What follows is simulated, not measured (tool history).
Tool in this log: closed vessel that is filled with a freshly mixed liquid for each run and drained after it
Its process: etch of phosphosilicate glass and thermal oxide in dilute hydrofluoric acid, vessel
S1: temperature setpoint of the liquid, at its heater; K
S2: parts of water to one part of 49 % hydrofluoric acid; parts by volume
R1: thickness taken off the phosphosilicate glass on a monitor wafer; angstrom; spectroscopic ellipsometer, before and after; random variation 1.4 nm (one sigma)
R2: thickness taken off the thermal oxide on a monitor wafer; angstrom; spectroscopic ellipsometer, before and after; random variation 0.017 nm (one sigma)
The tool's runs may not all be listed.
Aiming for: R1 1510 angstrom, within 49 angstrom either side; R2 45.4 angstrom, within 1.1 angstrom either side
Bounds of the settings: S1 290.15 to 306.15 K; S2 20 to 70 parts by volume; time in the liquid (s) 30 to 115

Run 1, day 0: S1 298.15 K, S2 40 parts by volume, time in the liquid (s) 60. Result: R1 2707.1 angstrom, R2 83.17 angstrom.
Run 2, day 0.208: S1 295.65 K, S2 45 parts by volume, time in the liquid (s) 60. Result: R1 2196.2 angstrom, R2 66.211 angstrom.
Run 3, day 0.292: S1 295.65 K, S2 55 parts by volume, time in the liquid (s) 60. Result: R1 1764.5 angstrom, R2 52.868 angstrom.
Run 4, day 0.35: S1 298.65 K, S2 55 parts by volume, time in the liquid (s) 60. Result: R1 1998.7 angstrom, R2 59.956 angstrom.
Run 5, day 0.646: S1 298.65 K, S2 40 parts by volume, time in the liquid (s) 60. Result: R1 2820.2 angstrom, R2 84.588 angstrom.
Run 6, day 0.875: S1 296.15 K, S2 45 parts by volume, time in the liquid (s) 60. Result: R1 2288.9 angstrom, R2 67.488 angstrom.
Run 7, day 1.038: S1 295.15 K, S2 50 parts by volume, time in the liquid (s) 60. Result: R1 1899.8 angstrom, R2 57.68 angstrom.
Run 8, day 1.317: S1 293.65 K, S2 50 parts by volume, time in the liquid (s) 60. Result: R1 1813.4 angstrom, R2 54.212 angstrom.
Run 9, day 1.529: S1 292.65 K, S2 50 parts by volume, time in the liquid (s) 60. Result: R1 1718.2 angstrom, R2 52.43 angstrom.
Run 10, day 1.742: S1 292.15 K, S2 50 parts by volume, time in the liquid (s) 60. Result: R1 1691.7 angstrom, R2 50.902 angstrom.
Run 11, day 1.938: S1 290.15 K, S2 50 parts by volume, time in the liquid (s) 60. Result: R1 1551.5 angstrom, R2 46.631 angstrom.
Run 12, day 2.092: S1 290.65 K, S2 50 parts by volume, time in the liquid (s) 60. Result: R1 1577.9 angstrom, R2 48.05 angstrom.
Run 13, day 2.171: S1 290.15 K, S2 50 parts by volume, time in the liquid (s) 60. Result: R1 1543.5 angstrom, R2 46.71 angstrom.
Run 14, day 2.417: S1 290.65 K, S2 50 parts by volume, time in the liquid (s) 60. Result: R1 1580 angstrom, R2 47.78 angstrom.
Run 15, day 2.638: S1 290.15 K, S2 50 parts by volume, time in the liquid (s) 60. Result: R1 1591 angstrom, R2 46.864 angstrom.
Run 16, day 2.788: S1 290.65 K, S2 50 parts by volume, time in the liquid (s) 60. Result: R1 1581.4 angstrom, R2 47.553 angstrom.
Run 17, day 2.871: S1 290.15 K, S2 50 parts by volume, time in the liquid (s) 60. Result: R1 1544.6 angstrom, R2 46.821 angstrom.
Run 18, day 3.242: S1 290.65 K, S2 50 parts by volume, time in the liquid (s) 60. Result: R1 1567.4 angstrom, R2 47.587 angstrom.
Run 19, day 3.567: S1 290.15 K, S2 50 parts by volume, time in the liquid (s) 60. Result: R1 1527.2 angstrom, R2 46.558 angstrom.
Run 20, day 3.679: S1 290.65 K, S2 50 parts by volume, time in the liquid (s) 60. Result: R1 1590.1 angstrom, R2 47.613 angstrom.
Run 21, day 3.788: S1 290.65 K, S2 50 parts by volume, time in the liquid (s) 60. Result: R1 1598.3 angstrom, R2 47.641 angstrom.
Run 22, day 3.833: S1 290.15 K, S2 50 parts by volume, time in the liquid (s) 60. Result: R1 1530.2 angstrom, R2 46.705 angstrom.
Run 23, day 4.05: S1 290.15 K, S2 50 parts by volume, time in the liquid (s) 60. Result: R1 1573.1 angstrom, R2 46.567 angstrom.
Run 24, day 4.396: S1 290.65 K, S2 50 parts by volume, time in the liquid (s) 60. Result: R1 1557.2 angstrom, R2 47.884 angstrom.
Run 25, day 4.696: S1 290.15 K, S2 50 parts by volume, time in the liquid (s) 60. Result: R1 1566 angstrom, R2 46.597 angstrom.

Which one of the following 4 next-run settings gets every result inside its allowed miss? There is exactly one.
Run A, day 4.996: S1 290.15 K, S2 60 parts by volume, time in the liquid (s) 75. Result: R1 ?, R2 ?.
Run B, day 4.996: S1 295.15 K, S2 45 parts by volume, time in the liquid (s) 45. Result: R1 ?, R2 ?.
Run C, day 4.996: S1 291.65 K, S2 55 parts by volume, time in the liquid (s) 60. Result: R1 ?, R2 ?.
Run D, day 4.996: S1 290.15 K, S2 45 parts by volume, time in the liquid (s) 55. Result: R1 ?, R2 ?.

move      R1      R2
   A  1620.7  47.787
   B  1632.9  48.146
   C  1517.2  44.737
   D  1611.3  47.511
A: further off than the last run
B: further off than the last run
C: all results in spec
D: further off than the last run
Go with C: it meets all targets.
